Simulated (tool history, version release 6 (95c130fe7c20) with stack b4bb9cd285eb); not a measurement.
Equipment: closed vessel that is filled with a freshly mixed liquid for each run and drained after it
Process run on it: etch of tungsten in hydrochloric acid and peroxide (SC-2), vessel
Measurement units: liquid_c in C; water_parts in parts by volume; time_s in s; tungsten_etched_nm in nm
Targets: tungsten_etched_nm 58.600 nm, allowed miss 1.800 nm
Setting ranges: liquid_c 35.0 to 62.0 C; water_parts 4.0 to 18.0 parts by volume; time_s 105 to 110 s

run 1 hour=0.0 | liquid_c=46.0 water_parts=10.0 time_s=105 | tungsten_etched_nm=15.384
run 2 hour=3.3 | liquid_c=46.0 water_parts=7.0 time_s=105 | tungsten_etched_nm=20.738
run 3 hour=8.1 | liquid_c=46.0 water_parts=4.0 time_s=105 | tungsten_etched_nm=30.852
run 4 hour=10.7 | liquid_c=46.0 water_parts=4.0 time_s=110 | tungsten_etched_nm=31.872
run 5 hour=19.1 | liquid_c=41.5 water_parts=4.0 time_s=110 | tungsten_etched_nm=24.165
run 6 hour=24.9 | liquid_c=41.5 water_parts=4.0 time_s=105 | tungsten_etched_nm=23.017
run 7 hour=26.3 | liquid_c=44.0 water_parts=4.0 time_s=105 | tungsten_etched_nm=27.156
run 8 hour=34.8 | liquid_c=52.0 water_parts=4.0 time_s=105 | tungsten_etched_nm=46.035
run 9 hour=38.3 | liquid_c=52.5 water_parts=4.0 time_s=105 | tungsten_etched_nm=47.894
run 10 hour=40.9 | liquid_c=53.0 water_parts=4.0 time_s=105 | tungsten_etched_nm=49.533
run 11 hour=47.7 | liquid_c=53.5 water_parts=4.0 time_s=105 | tungsten_etched_nm=51.508
run 12 hour=55.6 | liquid_c=53.5 water_parts=4.0 time_s=105 | tungsten_etched_nm=51.573
run 13 hour=59.7 | liquid_c=54.0 water_parts=4.0 time_s=105 | tungsten_etched_nm=53.747

Next run, 4 choices. One meets every target within its allowed miss, the rest don't. Which?
run A hour=63.8 | liquid_c=56.5 water_parts=4.0 time_s=110 | tungsten_etched_nm=?
run B hour=63.8 | liquid_c=56.5 water_parts=4.0 time_s=105 | tungsten_etched_nm=?
run C hour=63.8 | liquid_c=56.0 water_parts=4.5 time_s=110 | tungsten_etched_nm=?
run D hour=63.8 | liquid_c=58.5 water_parts=5.0 time_s=110 | tungsten_etched_nm=?

move=A tungsten_etched_nm=63.937
move=B tungsten_etched_nm=61.031
move=C tungsten_etched_nm=57.156
move=D tungsten_etched_nm=62.248
A: the result that was furthest off in the last run now lies on the other side of its target
B: the result that was furthest off in the last run now lies on the other side of its target
C: all results land within tolerance of their targets
D: the result that was furthest off in the last run now lies on the other side of its target
Correct choice: C, which meets every target
